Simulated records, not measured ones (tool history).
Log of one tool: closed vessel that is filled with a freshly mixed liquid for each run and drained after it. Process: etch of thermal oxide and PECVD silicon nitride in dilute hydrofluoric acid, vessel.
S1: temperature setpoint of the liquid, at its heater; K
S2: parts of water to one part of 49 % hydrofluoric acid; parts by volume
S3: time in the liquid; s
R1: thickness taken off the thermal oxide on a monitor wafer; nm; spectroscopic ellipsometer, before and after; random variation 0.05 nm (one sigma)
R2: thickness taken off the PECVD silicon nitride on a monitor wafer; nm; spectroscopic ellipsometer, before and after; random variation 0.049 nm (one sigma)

{"run": 1, "day": 0.0, "S1": 296.15, "S2": 215, "S3": 1730, "R1": 33.395, "R2": 14.494}
{"run": 2, "day": 0.35, "S1": 295.65, "S2": 245, "S3": 1765, "R1": 28.345, "R2": 12.75}
{"run": 3, "day": 0.704, "S1": 295.65, "S2": 245, "S3": 1370, "R1": 21.968, "R2": 9.9121}
{"run": 4, "day": 0.75, "S1": 295.15, "S2": 260, "S3": 1410, "R1": 20.736, "R2": 9.2117}
{"run": 5, "day": 0.867, "S1": 295.15, "S2": 195, "S3": 1410, "R1": 29.277, "R2": 12.352}
{"run": 6, "day": 1.046, "S1": 295.15, "S2": 115, "S3": 1410, "R1": 54.602, "R2": 20.474}
{"run": 7, "day": 1.183, "S1": 295.15, "S2": 160, "S3": 1445, "R1": 38.127, "R2": 15.306}
{"run": 8, "day": 1.362, "S1": 294.65, "S2": 195, "S3": 1490, "R1": 30.494, "R2": 12.52}
{"run": 9, "day": 1.442, "S1": 294.65, "S2": 285, "S3": 1700, "R1": 21.792, "R2": 9.8515}
{"run": 10, "day": 1.758, "S1": 294.65, "S2": 300, "S3": 1710, "R1": 20.488, "R2": 9.4697}

Run 11 comes next. What will it give?
{"run": 11, "day": 2.096, "S1": 294.15, "S2": 310, "S3": 1720, "R1": "?", "R2": "?"}

{"run 11": {"R1": 19.48, "R2": 8.8445}}

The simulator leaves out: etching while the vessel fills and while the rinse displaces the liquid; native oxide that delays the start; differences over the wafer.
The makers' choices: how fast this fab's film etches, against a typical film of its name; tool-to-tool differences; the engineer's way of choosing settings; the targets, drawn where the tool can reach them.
